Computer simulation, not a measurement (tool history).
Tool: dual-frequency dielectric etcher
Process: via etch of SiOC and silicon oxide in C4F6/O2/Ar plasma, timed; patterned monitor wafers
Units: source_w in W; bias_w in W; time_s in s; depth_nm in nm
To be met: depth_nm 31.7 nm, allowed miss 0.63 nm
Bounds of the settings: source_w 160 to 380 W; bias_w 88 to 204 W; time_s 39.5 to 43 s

run	hour	source_w	bias_w	time_s	depth_nm
1	0	270	146	43	37.921
2	2.9	230	146	43	36.515
3	9.2	220	137	42.5	34.922
4	11.9	250	137	42.5	36.203
5	14.8	230	131	42.5	35.413
6	16.5	220	125	42	34.348
7	19.3	210	121	42	33.755
8	28.3	200	118	42	33.088
9	37.1	190	117	42	32.72
10	44	180	116	42	32.463

Which of these 4 next moves meets every target?
A	50.9	180	114	41	?
B	50.9	170	123	43	?
C	50.9	160	129	43	?
D	50.9	220	133	40	?

move	depth_nm
A	31.293
B	32.876
C	32.765
D	32.826
A: meets every target
B: further off than the last run
C: further off than the last run
D: further off than the last run
Answer: A
